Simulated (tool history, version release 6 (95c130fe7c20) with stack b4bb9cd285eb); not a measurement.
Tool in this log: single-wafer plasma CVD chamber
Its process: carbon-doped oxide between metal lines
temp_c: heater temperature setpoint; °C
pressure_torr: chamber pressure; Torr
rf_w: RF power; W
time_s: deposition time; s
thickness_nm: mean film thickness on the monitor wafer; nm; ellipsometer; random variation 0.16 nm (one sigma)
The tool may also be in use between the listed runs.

run	day	temp_c	pressure_torr	rf_w	time_s	thickness_nm
1	0.000	370	4.75	445	12.4	52.033
2	0.250	370	4.75	480	12.4	55.242
3	0.554	380	4.75	480	12.4	54.528
4	0.817	381	4.39	460	12.4	51.785
5	0.904	381	4.39	460	12.8	53.837
6	0.925	381	4.39	510	12.8	58.077
7	0.988	382	4.03	480	12.8	54.685

The next listed run, before its measurement:
# day 1.258: thermocouple changed; heater temperature recalibrated
8	1.258	382	4.03	480	12.8	?

For run 8 the tool returned thickness_nm 54.933 nm.
